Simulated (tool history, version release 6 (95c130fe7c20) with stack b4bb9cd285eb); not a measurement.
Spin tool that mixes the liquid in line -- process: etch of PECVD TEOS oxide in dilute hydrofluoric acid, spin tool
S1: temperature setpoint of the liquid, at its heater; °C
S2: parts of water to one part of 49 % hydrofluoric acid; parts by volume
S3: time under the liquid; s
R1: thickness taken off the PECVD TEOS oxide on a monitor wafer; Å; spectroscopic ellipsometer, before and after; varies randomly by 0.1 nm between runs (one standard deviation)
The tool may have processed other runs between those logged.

run 1 hour=0.0 | S1=23.0 S2=240 S3=265 | R1=225.55
run 2 hour=2.8 | S1=22.5 S2=245 S3=265 | R1=215.69
run 3 hour=5.0 | S1=22.5 S2=215 S3=265 | R1=253.02
run 4 hour=7.9 | S1=22.0 S2=220 S3=265 | R1=242.09
run 5 hour=9.5 | S1=19.0 S2=220 S3=265 | R1=215.74
run 6 hour=16.2 | S1=19.0 S2=220 S3=285 | R1=231.81
run 7 hour=21.8 | S1=19.0 S2=225 S3=285 | R1=226.61
run 8 hour=30.2 | S1=19.0 S2=230 S3=285 | R1=219.76
run 9 hour=38.4 | S1=19.0 S2=235 S3=285 | R1=217.52
run 10 hour=39.3 | S1=19.0 S2=240 S3=285 | R1=210.01
run 11 hour=41.7 | S1=19.0 S2=240 S3=285 | R1=208.16
-- hour=44.6 thermometer replaced
run 12 hour=44.6 | S1=19.0 S2=245 S3=285 | R1=215.75

Run 13 is up next; what results do you expect?
run 13 hour=53.3 | S1=19.0 S2=255 S3=285 | R1=?

R1: 203.58 Å
